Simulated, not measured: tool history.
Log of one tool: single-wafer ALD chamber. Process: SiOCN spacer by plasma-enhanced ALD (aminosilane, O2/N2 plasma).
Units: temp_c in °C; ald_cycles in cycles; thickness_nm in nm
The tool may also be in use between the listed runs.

run 1 day=0 | temp_c=420 ald_cycles=107 | thickness_nm=6.0148
run 2 day=0.329 | temp_c=418 ald_cycles=110 | thickness_nm=6.2772
run 3 day=0.538 | temp_c=416 ald_cycles=112 | thickness_nm=6.3834
run 4 day=0.6 | temp_c=427 ald_cycles=112 | thickness_nm=6.2639
run 5 day=0.679 | temp_c=427 ald_cycles=102 | thickness_nm=5.586
-- day=0.992 thermocouple changed; heater temperature recalibrated
run 6 day=0.992 | temp_c=433 ald_cycles=102 | thickness_nm=5.5362

Forecast run 7:
run 7 day=1.275 | temp_c=431 ald_cycles=106 | thickness_nm=?

Run 7 gave thickness_nm 5.692 nm.
